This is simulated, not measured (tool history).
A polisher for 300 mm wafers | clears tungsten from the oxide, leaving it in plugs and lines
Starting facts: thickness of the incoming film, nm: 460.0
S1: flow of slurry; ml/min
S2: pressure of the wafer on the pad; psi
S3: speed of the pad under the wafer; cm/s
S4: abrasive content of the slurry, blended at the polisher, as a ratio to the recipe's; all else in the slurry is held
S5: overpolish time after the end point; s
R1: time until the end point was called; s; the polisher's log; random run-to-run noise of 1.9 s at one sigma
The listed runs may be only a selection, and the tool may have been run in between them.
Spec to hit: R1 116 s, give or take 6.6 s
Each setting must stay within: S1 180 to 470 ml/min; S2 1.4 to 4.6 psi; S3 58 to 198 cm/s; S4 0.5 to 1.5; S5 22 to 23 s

run,day,S1,S2,S3,S4,S5,R1
1,0,300,3,128,1,22,85.24
2,0.188,300,3,128,1,22,88.618
3,0.546,300,2.9,128,1,22,90.747
4,0.642,355,2.9,128,1,22,91.034
5,0.846,355,2.9,128,1.15,22,85.167
6,1.054,355,2.8,128,1.15,22,87
7,1.354,355,2.7,128,1.15,22,92.592
8,1.717,355,2.6,128,1.15,22,97.499
9,1.854,355,2.5,128,1.15,22,99.066
10,1.954,355,2.4,128,1.15,22,101.77

5 candidate next runs follow, results not yet known. Just one meets every target within its allowed miss. Identify it.
A,2.054,340,2.6,130,1.2,23,?
B,2.054,375,2.3,116,1.2,22,?
C,2.054,465,2.8,132,1.25,22,?
D,2.054,305,1.7,190,0.9,23,?
E,2.054,410,3.1,138,0.9,23,?

move,R1
A,93.327
B,116.54
C,83.032
D,105.78
E,79.595
A: moves away from the targets compared with the last run
B: each result inside its tolerance
C: moves away from the targets compared with the last run
D: an improvement on the last run, though not all results are within tolerance
E: moves away from the targets compared with the last run
Go with B: it meets all targets.

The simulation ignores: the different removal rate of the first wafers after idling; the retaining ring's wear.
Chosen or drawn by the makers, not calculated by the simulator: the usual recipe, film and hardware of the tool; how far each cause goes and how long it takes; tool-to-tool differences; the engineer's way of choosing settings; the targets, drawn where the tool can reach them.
